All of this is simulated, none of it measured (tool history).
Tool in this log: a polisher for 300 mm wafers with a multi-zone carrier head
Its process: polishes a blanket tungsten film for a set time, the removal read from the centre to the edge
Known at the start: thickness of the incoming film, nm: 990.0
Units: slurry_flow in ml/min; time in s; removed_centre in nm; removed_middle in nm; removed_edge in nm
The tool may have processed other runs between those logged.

Run 1, hour 0: slurry_flow 175 ml/min, centre_zone 1, middle_zone 1, edge_zone 1, slurry_solids 1, time 70 s. Result: removed_centre 299.9 nm, removed_middle 301.89 nm, removed_edge 301.91 nm.
Run 2, hour 0.5: slurry_flow 185 ml/min, centre_zone 1.01, middle_zone 1.01, edge_zone 1.02, slurry_solids 1, time 70 s. Result: removed_centre 309.35 nm, removed_middle 305.19 nm, removed_edge 310.92 nm.
Run 3, hour 1.3: slurry_flow 185 ml/min, centre_zone 1.01, middle_zone 0.93, edge_zone 1.02, slurry_solids 1, time 70 s. Result: removed_centre 312.18 nm, removed_middle 291.89 nm, removed_edge 309.82 nm.
Run 4, hour 4.1: slurry_flow 185 ml/min, centre_zone 0.95, middle_zone 0.93, edge_zone 1.02, slurry_solids 1, time 70 s. Result: removed_centre 289.04 nm, removed_middle 290.66 nm, removed_edge 313.55 nm.
Run 5, hour 7.6: slurry_flow 195 ml/min, centre_zone 0.96, middle_zone 0.95, edge_zone 1.03, slurry_solids 1, time 70 s. Result: removed_centre 294.42 nm, removed_middle 301.41 nm, removed_edge 312.15 nm.
Run 6, hour 14.7: slurry_flow 200 ml/min, centre_zone 0.97, middle_zone 0.96, edge_zone 1.04, slurry_solids 1.05, time 70 s. Result: removed_centre 307.75 nm, removed_middle 305.88 nm, removed_edge 320.06 nm.
Run 7, hour 15.9: slurry_flow 205 ml/min, centre_zone 0.98, middle_zone 0.98, edge_zone 1.05, slurry_solids 1.05, time 70 s. Result: removed_centre 304.79 nm, removed_middle 310.39 nm, removed_edge 322.67 nm.
Run 8, hour 17.8: slurry_flow 210 ml/min, centre_zone 0.99, middle_zone 0.99, edge_zone 1.05, slurry_solids 1.1, time 70 s. Result: removed_centre 319.88 nm, removed_middle 323.76 nm, removed_edge 323.45 nm.
Run 9, hour 25.8: slurry_flow 215 ml/min, centre_zone 1, middle_zone 0.99, edge_zone 1.06, slurry_solids 1.1, time 70 s. Result: removed_centre 315.75 nm, removed_middle 322.66 nm, removed_edge 329.86 nm.
Run 10, hour 30: slurry_flow 220 ml/min, centre_zone 1.01, middle_zone 1, edge_zone 1.06, slurry_solids 1.1, time 70 s. Result: removed_centre 320.52 nm, removed_middle 325.67 nm, removed_edge 328 nm.
Run 11, hour 37: slurry_flow 225 ml/min, centre_zone 1.02, middle_zone 1.01, edge_zone 1.07, slurry_solids 1.1, time 70 s. Result: removed_centre 332.73 nm, removed_middle 331.29 nm, removed_edge 328.98 nm.

What does the tool deliver on the next run?
Run 12, hour 39.5: slurry_flow 230 ml/min, centre_zone 1.02, middle_zone 1.01, edge_zone 1.08, slurry_solids 1.1, time 70 s. Result: removed_centre ?, removed_middle ?, removed_edge ?.

removed_centre: 325.21 nm
removed_middle: 319.92 nm
removed_edge: 335.12 nm
